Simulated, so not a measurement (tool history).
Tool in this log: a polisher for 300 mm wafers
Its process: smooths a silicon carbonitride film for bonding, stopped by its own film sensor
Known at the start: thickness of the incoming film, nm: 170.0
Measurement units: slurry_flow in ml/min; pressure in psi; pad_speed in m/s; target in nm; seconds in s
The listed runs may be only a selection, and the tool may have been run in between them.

run 1 hour=0.0 | slurry_flow=190 pressure=1.7 pad_speed=0.86 slurry_solids=1.0 target=157 | seconds=67.757
run 2 hour=3.6 | slurry_flow=190 pressure=2.0 pad_speed=0.86 slurry_solids=1.0 target=157 | seconds=58.911
run 3 hour=5.9 | slurry_flow=190 pressure=2.0 pad_speed=0.66 slurry_solids=1.0 target=157 | seconds=72.227
run 4 hour=12.1 | slurry_flow=190 pressure=2.2 pad_speed=0.66 slurry_solids=1.0 target=157 | seconds=65.771
run 5 hour=19.8 | slurry_flow=215 pressure=2.2 pad_speed=0.66 slurry_solids=1.0 target=157 | seconds=63.655
run 6 hour=28.6 | slurry_flow=215 pressure=2.2 pad_speed=0.66 slurry_solids=1.0 target=157 | seconds=63.415

For run 7, what comes out?
run 7 hour=33.5 | slurry_flow=220 pressure=2.3 pad_speed=0.66 slurry_solids=1.0 target=157 | seconds=?

{"run 7": {"seconds": 62.098}}
